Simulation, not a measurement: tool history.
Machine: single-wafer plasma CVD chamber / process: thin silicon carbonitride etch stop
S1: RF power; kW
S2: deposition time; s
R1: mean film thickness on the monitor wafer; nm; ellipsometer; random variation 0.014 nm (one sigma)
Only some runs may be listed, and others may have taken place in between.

run    day     S1    S2      R1
  1  0.000  0.240  11.4  6.4136
  2  0.275  0.210  11.4  6.2343
  3  0.429  0.205  11.0  5.9654
  4  0.771  0.205  11.8  6.4214
  5  1.129  0.230  11.8  6.6160
  6  1.188  0.230  10.4  5.8461
  7  1.375  0.220  10.3  5.7265
  8  1.733  0.215  10.2  5.5930

Predict the results of run 9:
  9  1.800  0.210  10.2   ?

Logged for run 9: R1 5.5783 nm.
